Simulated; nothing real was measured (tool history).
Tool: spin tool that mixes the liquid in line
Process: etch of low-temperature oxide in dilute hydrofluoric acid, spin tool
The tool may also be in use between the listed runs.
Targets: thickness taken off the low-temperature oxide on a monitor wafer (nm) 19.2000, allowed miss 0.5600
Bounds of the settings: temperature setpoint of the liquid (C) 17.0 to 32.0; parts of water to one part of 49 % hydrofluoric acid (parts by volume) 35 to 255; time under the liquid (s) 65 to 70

run  hour  temperature setpoint of the liquid (C)  parts of water to one part of 49 % hydrofluoric acid (parts by volume)  time under the liquid (s)  thickness taken off the low-temperature oxide on a monitor wafer (nm)
  1   0.0                                    24.0                                                                     145                         65                                                                 7.8933
  2   4.4                                    22.5                                                                     145                         65                                                                 7.3845
  3   8.3                                    22.5                                                                     145                         70                                                                 8.0159
  4  12.5                                    22.5                                                                     145                         70                                                                 7.9963
  5  17.0                                    24.5                                                                     135                         70                                                                 9.4873
  6  18.0                                    22.0                                                                     135                         70                                                                 8.5395
  7  26.7                                    24.0                                                                     125                         70                                                                10.1110
  8  34.9                                    25.5                                                                     115                         70                                                                11.7190
  9  41.1                                    29.5                                                                      80                         70                                                                20.4390
 10  42.0                                    29.0                                                                      80                         70                                                                20.1750
 11  47.7                                    28.5                                                                      80                         70                                                                19.8910

5 next moves are on the table. One of them brings every result within its allowed miss. Which?
  A  53.4                                    27.5                                                                      75                         70                                                                      ?
  B  53.4                                    26.0                                                                      80                         70                                                                      ?
  C  53.4                                    24.0                                                                      70                         70                                                                      ?
  D  53.4                                    26.0                                                                      70                         70                                                                      ?
  E  53.4                                    28.0                                                                      85                         70                                                                      ?

move  thickness taken off the low-temperature oxide on a monitor wafer (nm)
   A                                                                20.3400
   B                                                                17.8540
   C                                                                19.0830
   D                                                                20.6800
   E                                                                18.0470
A: further off than the last run
B: takes the result that was furthest off past its target
C: meets every target
D: further off than the last run
E: takes the result that was furthest off past its target
Answer: C
